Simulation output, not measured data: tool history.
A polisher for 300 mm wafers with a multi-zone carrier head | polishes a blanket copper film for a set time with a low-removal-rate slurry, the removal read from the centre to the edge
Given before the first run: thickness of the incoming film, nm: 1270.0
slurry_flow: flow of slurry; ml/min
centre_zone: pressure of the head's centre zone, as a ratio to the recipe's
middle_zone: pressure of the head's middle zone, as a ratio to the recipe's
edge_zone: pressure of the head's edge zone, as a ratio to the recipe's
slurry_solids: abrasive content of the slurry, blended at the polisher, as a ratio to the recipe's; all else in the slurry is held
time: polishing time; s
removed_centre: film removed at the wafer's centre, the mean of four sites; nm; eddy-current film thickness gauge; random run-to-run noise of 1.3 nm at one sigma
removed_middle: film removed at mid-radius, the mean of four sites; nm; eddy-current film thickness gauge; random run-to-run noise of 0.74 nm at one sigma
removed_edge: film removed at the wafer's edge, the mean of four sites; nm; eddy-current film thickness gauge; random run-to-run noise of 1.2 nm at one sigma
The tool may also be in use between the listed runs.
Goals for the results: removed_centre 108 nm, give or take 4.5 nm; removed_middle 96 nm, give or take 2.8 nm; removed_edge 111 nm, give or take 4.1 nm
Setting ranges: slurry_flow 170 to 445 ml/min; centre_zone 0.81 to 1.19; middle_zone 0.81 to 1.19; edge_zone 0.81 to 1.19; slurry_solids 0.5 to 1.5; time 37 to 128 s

run  hour  slurry_flow  centre_zone  middle_zone  edge_zone  slurry_solids  time  removed_centre  removed_middle  removed_edge
  1     0          285            1            1          1              1    82          176.78          179.65         182.2
  2   5.7          280            1         0.98       0.99           0.95    79          171.94          169.39        165.87
  3  14.6          350            1         0.98       0.99           0.95    79          168.64          172.37        171.79
  4  20.2          345            1         0.96       1.01            0.9    76          161.83          159.72        168.12
  5  24.1          345         0.99         0.95       1.01           0.85    74          156.53          151.01        154.75
  6  32.7          350         0.98         0.94       1.02            0.8    72          147.86          142.74        151.91
  7  36.8          345         0.97         0.93       1.02           0.75    71          139.39          138.07        144.72
  8  42.1          300         1.02         0.83        1.1            0.5    52          93.802          81.071        95.967
  9  47.3          310         1.02         0.84       1.11            0.5    52          96.888          81.859         96.69

Of the 4 settings listed for the next run, only one would bring every result within its allowed miss of target. Which one?
  A  52.5          340         0.96         0.82       1.11            0.5    47               ?               ?             ?
  B  52.5          310         1.02         0.88       1.09            0.5    59               ?               ?             ?
  C  52.5          315         1.04         0.82       1.11           0.55    41               ?               ?             ?
  D  52.5          270         0.83         0.93       0.97           0.55    52               ?               ?             ?

move  removed_centre  removed_middle  removed_edge
   A          80.443          71.615        90.862
   B          106.12          94.513        112.26
   C          77.586          64.019        81.375
   D          78.296          88.946        95.421
A: the biggest miss grows against the last run
B: every result within its allowed miss
C: the biggest miss grows against the last run
D: the biggest miss grows against the last run
Move B is the one to make.

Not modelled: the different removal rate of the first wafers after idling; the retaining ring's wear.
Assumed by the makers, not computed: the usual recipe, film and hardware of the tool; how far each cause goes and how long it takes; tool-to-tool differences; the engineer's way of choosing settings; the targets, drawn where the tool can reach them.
